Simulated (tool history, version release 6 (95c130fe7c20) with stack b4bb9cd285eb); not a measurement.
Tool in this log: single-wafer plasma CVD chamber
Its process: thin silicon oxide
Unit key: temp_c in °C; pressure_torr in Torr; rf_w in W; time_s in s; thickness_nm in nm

run,day,temp_c,pressure_torr,rf_w,time_s,thickness_nm
1,0,390,0.781,325,11.56,20.166
2,0.304,390,0.77,325,11.56,20.015
3,0.446,390,0.77,325,11.92,20.592
4,0.642,390,0.757,325,11.92,20.349
5,0.808,384,0.757,325,11.92,20.385
6,0.842,384,0.844,325,11.92,22.246
7,1.171,384,0.82,325,11.92,21.883

What will run 8 give?
8,1.362,384,0.799,325,11.92,?

{"run 8": {"thickness_nm": 21.331}}
